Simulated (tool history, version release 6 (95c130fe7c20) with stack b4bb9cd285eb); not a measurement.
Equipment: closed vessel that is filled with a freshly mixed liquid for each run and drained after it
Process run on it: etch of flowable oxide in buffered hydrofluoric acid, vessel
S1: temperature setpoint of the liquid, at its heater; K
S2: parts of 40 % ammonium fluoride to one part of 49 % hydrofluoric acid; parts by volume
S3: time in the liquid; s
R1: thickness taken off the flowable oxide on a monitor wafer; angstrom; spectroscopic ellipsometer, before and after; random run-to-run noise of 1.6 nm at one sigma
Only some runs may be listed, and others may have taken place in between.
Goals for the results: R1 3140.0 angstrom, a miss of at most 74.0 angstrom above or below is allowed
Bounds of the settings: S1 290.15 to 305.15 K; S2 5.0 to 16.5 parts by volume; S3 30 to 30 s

run,day,S1,S2,S3,R1
1,0.000,298.15,10.0,30,1231.1
2,0.192,298.15,10.0,30,1243.9
3,0.467,298.15,10.0,30,1217.4
4,0.712,300.15,10.0,30,1362.5
5,1.062,301.15,9.0,30,1584.5
6,1.388,299.65,9.0,30,1447.0
7,1.658,301.15,8.0,30,1788.1
8,1.971,301.15,8.0,30,1777.0
9,2.312,302.15,7.5,30,2024.1
# day 2.462: hydrofluoric acid flow meter replaced
10,2.462,302.65,7.0,30,2133.4
11,2.829,303.15,6.5,30,2317.3
12,3.079,305.15,5.0,30,3215.3

Which single option among these 4 for the next run brings every result within its allowed miss of target? Just one does.
A,3.329,303.65,5.0,30,?
B,3.329,305.15,5.5,30,?
C,3.329,304.65,5.5,30,?
D,3.329,304.65,5.0,30,?

move,R1
A,2985.3
B,2977.8
C,2901.8
D,3144.4
A: moves the result that the last run missed by most past its target, out the other side
B: moves the result that the last run missed by most past its target, out the other side
C: moves the result that the last run missed by most past its target, out the other side
D: hits every target within its allowed miss
D is the move that brings every result within its allowed miss.
